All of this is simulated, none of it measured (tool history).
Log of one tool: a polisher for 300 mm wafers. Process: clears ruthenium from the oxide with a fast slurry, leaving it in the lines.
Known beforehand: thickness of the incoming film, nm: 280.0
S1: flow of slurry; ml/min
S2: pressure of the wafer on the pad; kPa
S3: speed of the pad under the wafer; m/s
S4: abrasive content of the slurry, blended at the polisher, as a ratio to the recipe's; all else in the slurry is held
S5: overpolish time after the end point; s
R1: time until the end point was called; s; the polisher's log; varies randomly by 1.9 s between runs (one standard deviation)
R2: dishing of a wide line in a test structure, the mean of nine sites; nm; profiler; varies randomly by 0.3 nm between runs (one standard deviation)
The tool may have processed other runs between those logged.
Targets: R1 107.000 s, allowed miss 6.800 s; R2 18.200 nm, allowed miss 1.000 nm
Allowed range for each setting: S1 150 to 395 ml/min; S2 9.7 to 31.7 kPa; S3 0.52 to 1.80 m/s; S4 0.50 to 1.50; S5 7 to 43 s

Run 1, hour 0.0: S1 250 ml/min, S2 20.7 kPa, S3 1.16 m/s, S4 1.00, S5 22 s. Result: R1 61.403 s, R2 56.514 nm.
Run 2, hour 8.0: S1 250 ml/min, S2 20.7 kPa, S3 1.16 m/s, S4 1.15, S5 22 s. Result: R1 56.533 s, R2 59.999 nm.
Run 3, hour 15.9: S1 210 ml/min, S2 20.7 kPa, S3 1.16 m/s, S4 1.15, S5 22 s. Result: R1 57.698 s, R2 57.174 nm.
Run 4, hour 16.5: S1 250 ml/min, S2 20.7 kPa, S3 1.16 m/s, S4 1.15, S5 22 s. Result: R1 57.230 s, R2 59.143 nm.
Run 5, hour 24.1: S1 250 ml/min, S2 20.7 kPa, S3 1.16 m/s, S4 1.15, S5 28 s. Result: R1 54.126 s, R2 67.087 nm.
Run 6, hour 30.0: S1 215 ml/min, S2 17.9 kPa, S3 0.94 m/s, S4 1.25, S5 21 s. Result: R1 75.211 s, R2 46.301 nm.
Run 7, hour 32.9: S1 195 ml/min, S2 16.5 kPa, S3 0.80 m/s, S4 1.35, S5 16 s. Result: R1 95.795 s, R2 33.599 nm.
Run 8, hour 39.5: S1 180 ml/min, S2 16.5 kPa, S3 0.70 m/s, S4 1.40, S5 13 s. Result: R1 104.490 s, R2 26.020 nm.
Run 9, hour 40.6: S1 170 ml/min, S2 17.2 kPa, S3 0.64 m/s, S4 1.45, S5 11 s. Result: R1 113.480 s, R2 21.080 nm.
Run 10, hour 48.3: S1 170 ml/min, S2 18.6 kPa, S3 0.62 m/s, S4 1.45, S5 11 s. Result: R1 105.000 s, R2 22.034 nm.
Run 11, hour 50.6: S1 170 ml/min, S2 17.9 kPa, S3 0.60 m/s, S4 1.45, S5 7 s. Result: R1 112.850 s, R2 14.076 nm.

Which one of the following 5 next-run settings gets every result inside its allowed miss? There is exactly one.
Run A, hour 52.9: S1 155 ml/min, S2 11.0 kPa, S3 0.96 m/s, S4 1.45, S5 9 s. Result: R1 ?, R2 ?.
Run B, hour 52.9: S1 170 ml/min, S2 21.4 kPa, S3 0.64 m/s, S4 1.50, S5 9 s. Result: R1 ?, R2 ?.
Run C, hour 52.9: S1 180 ml/min, S2 15.9 kPa, S3 0.72 m/s, S4 1.50, S5 8 s. Result: R1 ?, R2 ?.
Run D, hour 52.9: S1 190 ml/min, S2 18.6 kPa, S3 0.62 m/s, S4 1.35, S5 9 s. Result: R1 ?, R2 ?.
Run E, hour 52.9: S1 220 ml/min, S2 22.1 kPa, S3 0.60 m/s, S4 1.30, S5 7 s. Result: R1 ?, R2 ?.

move       R1      R2
   A  117.180  16.535
   B   86.585  21.609
   C  103.050  16.695
   D  104.140  18.375
   E   90.362  16.663
A: an improvement on the last run, though not all results are within tolerance
B: the result that was furthest off in the last run now lies on the other side of its target
C: an improvement on the last run, though not all results are within tolerance
D: in spec on every target
E: an improvement on the last run, though not all results are within tolerance
The move that meets every target is D.
